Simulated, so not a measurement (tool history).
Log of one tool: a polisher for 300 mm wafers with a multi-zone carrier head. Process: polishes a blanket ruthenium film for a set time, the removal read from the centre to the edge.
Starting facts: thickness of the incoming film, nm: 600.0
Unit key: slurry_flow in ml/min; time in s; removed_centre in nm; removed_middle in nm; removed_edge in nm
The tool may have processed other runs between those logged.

run,day,slurry_flow,centre_zone,middle_zone,edge_zone,time,removed_centre,removed_middle,removed_edge
1,0.000,320,1.00,1.00,1.00,36,56.304,56.292,58.645
2,0.354,325,1.04,0.98,1.04,39,64.043,59.607,64.596
3,0.712,325,1.04,0.98,0.96,39,63.693,60.454,61.614
4,1.062,325,0.99,0.98,0.96,39,60.913,60.405,62.811
5,1.208,325,0.99,0.98,0.96,42,65.247,65.963,66.166
6,1.492,330,1.02,0.96,1.01,44,70.166,66.486,71.489
7,1.850,335,1.05,0.96,1.05,46,75.786,68.521,76.191
8,1.958,335,1.07,0.96,1.08,48,80.495,74.023,81.021

Forecast run 9:
9,2.121,340,1.09,0.95,1.10,49,?,?,?

removed_centre: 83.861 nm
removed_middle: 74.717 nm
removed_edge: 81.598 nm
